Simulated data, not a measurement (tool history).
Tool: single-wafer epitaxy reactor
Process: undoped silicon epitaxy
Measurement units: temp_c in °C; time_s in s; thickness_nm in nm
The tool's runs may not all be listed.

run 1 day=0.000 | temp_c=675 time_s=150 | thickness_nm=42.198
run 2 day=0.254 | temp_c=670 time_s=150 | thickness_nm=37.444
run 3 day=0.312 | temp_c=679 time_s=150 | thickness_nm=45.900
run 4 day=0.538 | temp_c=675 time_s=150 | thickness_nm=42.019
run 5 day=0.721 | temp_c=679 time_s=150 | thickness_nm=45.541
run 6 day=1.067 | temp_c=675 time_s=150 | thickness_nm=41.932
run 7 day=1.138 | temp_c=672 time_s=150 | thickness_nm=39.521
run 8 day=1.292 | temp_c=670 time_s=150 | thickness_nm=37.439

Run 9 comes next. What will it give?
run 9 day=1.508 | temp_c=669 time_s=150 | thickness_nm=?

{"run 9": {"thickness_nm": 37.362}}

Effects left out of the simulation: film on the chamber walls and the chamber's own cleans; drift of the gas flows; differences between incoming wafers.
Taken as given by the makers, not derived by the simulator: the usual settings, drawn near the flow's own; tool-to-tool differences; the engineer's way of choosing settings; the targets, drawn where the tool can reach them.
